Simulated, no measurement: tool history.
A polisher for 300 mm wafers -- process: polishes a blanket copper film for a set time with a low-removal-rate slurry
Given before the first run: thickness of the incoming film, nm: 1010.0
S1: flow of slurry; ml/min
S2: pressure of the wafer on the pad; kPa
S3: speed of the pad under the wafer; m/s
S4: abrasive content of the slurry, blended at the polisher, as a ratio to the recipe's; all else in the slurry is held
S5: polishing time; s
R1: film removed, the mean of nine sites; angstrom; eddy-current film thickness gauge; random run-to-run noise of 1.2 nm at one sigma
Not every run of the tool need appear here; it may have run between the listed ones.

run 1 hour=0.0 | S1=230 S2=11.7 S3=1.14 S4=1.0 S5=74 | R1=1661.0
run 2 hour=0.8 | S1=230 S2=9.7 S3=1.14 S4=1.0 S5=74 | R1=1473.7
run 3 hour=1.5 | S1=230 S2=9.0 S3=1.14 S4=1.0 S5=74 | R1=1360.0
run 4 hour=8.8 | S1=230 S2=9.0 S3=1.14 S4=1.0 S5=78 | R1=1445.4
run 5 hour=12.8 | S1=230 S2=11.7 S3=1.14 S4=1.0 S5=78 | R1=1785.2
run 6 hour=13.3 | S1=230 S2=10.3 S3=1.14 S4=1.0 S5=78 | R1=1610.3
run 7 hour=20.0 | S1=230 S2=9.0 S3=1.14 S4=1.0 S5=78 | R1=1460.2

Estimate the outcome of run 8 from the log above:
run 8 hour=21.6 | S1=230 S2=8.3 S3=1.14 S4=1.0 S5=78 | R1=?

R1: 1371.5 angstrom
